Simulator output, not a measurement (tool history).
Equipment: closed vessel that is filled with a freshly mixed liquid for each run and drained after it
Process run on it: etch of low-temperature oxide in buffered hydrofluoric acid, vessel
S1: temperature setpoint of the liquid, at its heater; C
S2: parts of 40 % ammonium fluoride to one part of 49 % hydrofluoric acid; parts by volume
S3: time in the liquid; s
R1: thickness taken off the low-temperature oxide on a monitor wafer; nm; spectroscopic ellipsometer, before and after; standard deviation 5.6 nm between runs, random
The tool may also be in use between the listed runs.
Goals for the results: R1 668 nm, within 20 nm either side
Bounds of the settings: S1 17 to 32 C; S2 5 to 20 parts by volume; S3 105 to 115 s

| run | hour | S1 | S2 | S3 | R1 |
|---|---|---|---|---|---|
| 1 | 0 | 24 | 12 | 105 | 287.82 |
| 2 | 7.6 | 27.5 | 12 | 105 | 352.75 |
| 3 | 13 | 27.5 | 14 | 105 | 300.83 |
| 4 | 15.2 | 27.5 | 10.5 | 105 | 395.89 |
| 5 | 24.1 | 27.5 | 9 | 105 | 447.78 |
| 6 | 27.2 | 28.5 | 8.5 | 105 | 499.89 |
| 7 | 34.3 | 29.5 | 8 | 105 | 562.77 |
| 8 | 35.4 | 30 | 8 | 105 | 584.85 |
| 9 | 37.8 | 30.5 | 8 | 105 | 597.81 |
| 10 | 45.3 | 31 | 8 | 105 | 608.29 |
| 11 | 48.4 | 31.5 | 8 | 105 | 618.28 |

Which of these 4 next moves meets every target?
| A | 51.5 | 29.5 | 7 | 115 | ? |
| B | 51.5 | 32 | 7.5 | 110 | ? |
| C | 51.5 | 32 | 8 | 115 | ? |
| D | 51.5 | 31.5 | 7.5 | 105 | ? |

| move | R1 |
|---|---|
| A | 715.1 |
| B | 723.35 |
| C | 705.33 |
| D | 672.82 |
A: takes the biggest miss from the last run beyond its target
B: takes the biggest miss from the last run beyond its target
C: takes the biggest miss from the last run beyond its target
D: each result inside its tolerance
Move D is the one to make.
